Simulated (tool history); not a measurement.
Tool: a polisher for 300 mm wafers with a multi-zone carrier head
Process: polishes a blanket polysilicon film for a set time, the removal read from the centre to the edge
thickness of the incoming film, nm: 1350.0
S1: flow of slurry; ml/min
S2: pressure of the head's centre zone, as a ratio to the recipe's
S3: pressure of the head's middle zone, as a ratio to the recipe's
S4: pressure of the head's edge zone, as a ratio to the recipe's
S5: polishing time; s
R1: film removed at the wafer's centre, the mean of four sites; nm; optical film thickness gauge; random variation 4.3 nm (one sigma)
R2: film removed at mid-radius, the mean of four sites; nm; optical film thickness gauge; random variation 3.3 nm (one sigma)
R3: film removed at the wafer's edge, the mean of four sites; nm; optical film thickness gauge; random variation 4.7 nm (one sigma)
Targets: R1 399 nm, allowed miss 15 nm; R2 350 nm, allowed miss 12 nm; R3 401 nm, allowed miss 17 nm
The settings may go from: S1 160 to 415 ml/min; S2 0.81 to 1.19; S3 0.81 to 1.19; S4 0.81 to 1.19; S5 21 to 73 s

{"run": 1, "hour": 0.0, "S1": 265, "S2": 1, "S3": 1, "S4": 1, "S5": 47, "R1": 436.65, "R2": 424.69, "R3": 416.6}
{"run": 2, "hour": 7.4, "S1": 210, "S2": 1, "S3": 1, "S4": 1, "S5": 47, "R1": 432.4, "R2": 411.04, "R3": 416.03}
{"run": 3, "hour": 8.9, "S1": 210, "S2": 1, "S3": 0.99, "S4": 1, "S5": 47, "R1": 420.29, "R2": 405.87, "R3": 414.68}
{"run": 4, "hour": 17.1, "S1": 210, "S2": 1, "S3": 0.99, "S4": 1, "S5": 36, "R1": 323.62, "R2": 311.92, "R3": 319.53}
{"run": 5, "hour": 23.2, "S1": 210, "S2": 1.01, "S3": 0.99, "S4": 1.01, "S5": 37, "R1": 340.09, "R2": 322.31, "R3": 322.03}
{"run": 6, "hour": 30.9, "S1": 210, "S2": 0.95, "S3": 0.99, "S4": 1.01, "S5": 37, "R1": 323.8, "R2": 322.7, "R3": 323.91}
{"run": 7, "hour": 35.4, "S1": 255, "S2": 1.04, "S3": 0.92, "S4": 1.11, "S5": 44, "R1": 415.42, "R2": 366.39, "R3": 411.2}
{"run": 8, "hour": 36.4, "S1": 250, "S2": 1.04, "S3": 0.92, "S4": 1.11, "S5": 44, "R1": 418.13, "R2": 356.85, "R3": 408.49}
{"run": 9, "hour": 40.3, "S1": 240, "S2": 1.02, "S3": 0.92, "S4": 1.1, "S5": 44, "R1": 410.76, "R2": 366.22, "R3": 415.7}

4 next moves are on the table. One of them brings every result within its allowed miss. Which?
{"run": "A", "hour": 44.2, "S1": 210, "S2": 1.06, "S3": 0.93, "S4": 1.14, "S5": 47, "R1": "?", "R2": "?", "R3": "?"}
{"run": "B", "hour": 44.2, "S1": 245, "S2": 0.93, "S3": 0.93, "S4": 1.09, "S5": 46, "R1": "?", "R2": "?", "R3": "?"}
{"run": "C", "hour": 44.2, "S1": 275, "S2": 0.94, "S3": 0.82, "S4": 0.94, "S5": 46, "R1": "?", "R2": "?", "R3": "?"}
{"run": "D", "hour": 44.2, "S1": 160, "S2": 1.11, "S3": 0.81, "S4": 1.04, "S5": 44, "R1": "?", "R2": "?", "R3": "?"}

move=A R1=438.19 R2=385.76 R3=442.25
move=B R1=382.07 R2=383.4 R3=427.65
move=C R1=390.46 R2=349.28 R3=401.68
move=D R1=416.53 R2=313.63 R3=388.23
A: further off than the last run
B: further off than the last run
C: meets every target
D: takes the result that was furthest off past its target
The right move is C.
